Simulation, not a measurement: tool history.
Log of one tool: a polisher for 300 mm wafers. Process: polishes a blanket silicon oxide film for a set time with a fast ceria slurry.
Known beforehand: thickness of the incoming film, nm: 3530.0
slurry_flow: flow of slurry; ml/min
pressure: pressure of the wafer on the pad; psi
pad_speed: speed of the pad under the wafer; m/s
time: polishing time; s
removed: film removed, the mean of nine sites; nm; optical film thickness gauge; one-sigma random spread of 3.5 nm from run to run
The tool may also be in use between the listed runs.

Run 1, day 0: slurry_flow 275 ml/min, pressure 2.7 psi, pad_speed 1.1 m/s, time 39 s. Result: removed 478.83 nm.
Run 2, day 0.142: slurry_flow 275 ml/min, pressure 2.3 psi, pad_speed 1.06 m/s, time 39 s. Result: removed 394.55 nm.
Run 3, day 0.496: slurry_flow 275 ml/min, pressure 2.3 psi, pad_speed 1.26 m/s, time 39 s. Result: removed 466.79 nm.
Run 4, day 0.554: slurry_flow 275 ml/min, pressure 2 psi, pad_speed 1.2 m/s, time 39 s. Result: removed 396.93 nm.
Run 5, day 0.642: slurry_flow 275 ml/min, pressure 2 psi, pad_speed 0.98 m/s, time 39 s. Result: removed 316.24 nm.
Run 6, day 0.942: slurry_flow 275 ml/min, pressure 1.9 psi, pad_speed 0.98 m/s, time 39 s. Result: removed 302.22 nm.
Run 7, day 1.271: slurry_flow 275 ml/min, pressure 1.4 psi, pad_speed 0.96 m/s, time 39 s. Result: removed 222.5 nm.

What will run 8 give?
Run 8, day 1.45: slurry_flow 275 ml/min, pressure 1.5 psi, pad_speed 0.96 m/s, time 39 s. Result: removed ?.

For run 8 the tool returned removed 239.27 nm.
